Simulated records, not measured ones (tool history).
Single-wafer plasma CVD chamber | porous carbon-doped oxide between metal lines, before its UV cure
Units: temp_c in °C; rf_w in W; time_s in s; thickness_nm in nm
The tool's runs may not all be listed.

{"run": 1, "hour": 0.0, "temp_c": 315, "rf_w": 495, "time_s": 20.7, "thickness_nm": 106.98}
{"run": 2, "hour": 8.8, "temp_c": 315, "rf_w": 495, "time_s": 21.4, "thickness_nm": 110.87}
{"run": 3, "hour": 13.9, "temp_c": 315, "rf_w": 495, "time_s": 21.4, "thickness_nm": 110.6}
{"run": 4, "hour": 22.2, "temp_c": 315, "rf_w": 495, "time_s": 21.4, "thickness_nm": 110.96}
{"run": 5, "hour": 28.9, "temp_c": 308, "rf_w": 505, "time_s": 21.4, "thickness_nm": 115.81}
{"run": 6, "hour": 36.2, "temp_c": 303, "rf_w": 520, "time_s": 21.4, "thickness_nm": 121.25}
{"run": 7, "hour": 38.7, "temp_c": 300, "rf_w": 525, "time_s": 21.4, "thickness_nm": 124.01}
{"run": 8, "hour": 44.9, "temp_c": 298, "rf_w": 530, "time_s": 21.4, "thickness_nm": 125.38}

The next listed run, before its measurement:
{"hour": 52.8, "done": "RF generator calibrated"}
{"run": 9, "hour": 52.8, "temp_c": 296, "rf_w": 535, "time_s": 21.4, "thickness_nm": "?"}

thickness_nm: 132.72 nm
